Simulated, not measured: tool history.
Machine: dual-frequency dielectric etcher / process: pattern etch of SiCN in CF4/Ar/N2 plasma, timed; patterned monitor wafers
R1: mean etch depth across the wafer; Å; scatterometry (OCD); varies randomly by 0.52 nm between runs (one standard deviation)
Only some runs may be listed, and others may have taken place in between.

{"run": 1, "hour": 0.0, "source power (W)": 350, "bias power (W)": 56, "Ar flow (sccm)": 128, "CF4 flow (sccm)": 45, "etch time (s)": 110.5, "R1": 646.32}
{"run": 2, "hour": 8.2, "source power (W)": 360, "bias power (W)": 56, "Ar flow (sccm)": 128, "CF4 flow (sccm)": 45, "etch time (s)": 110.5, "R1": 665.31}
{"run": 3, "hour": 11.7, "source power (W)": 310, "bias power (W)": 56, "Ar flow (sccm)": 128, "CF4 flow (sccm)": 45, "etch time (s)": 110.5, "R1": 578.84}
{"run": 4, "hour": 13.3, "source power (W)": 310, "bias power (W)": 56, "Ar flow (sccm)": 128, "CF4 flow (sccm)": 45, "etch time (s)": 115.5, "R1": 607.38}
{"run": 5, "hour": 18.7, "source power (W)": 310, "bias power (W)": 56, "Ar flow (sccm)": 128, "CF4 flow (sccm)": 40, "etch time (s)": 115.5, "R1": 597.83}
{"hour": 25.7, "done": "Ar flow controller replaced"}
{"run": 6, "hour": 25.7, "source power (W)": 270, "bias power (W)": 56, "Ar flow (sccm)": 128, "CF4 flow (sccm)": 40, "etch time (s)": 115.5, "R1": 517.83}

Run 7 has not been measured yet. What should we expect?
{"run": 7, "hour": 27.0, "source power (W)": 300, "bias power (W)": 56, "Ar flow (sccm)": 128, "CF4 flow (sccm)": 40, "etch time (s)": 115.5, "R1": "?"}

Run 7 came out at R1 568.49 Å.
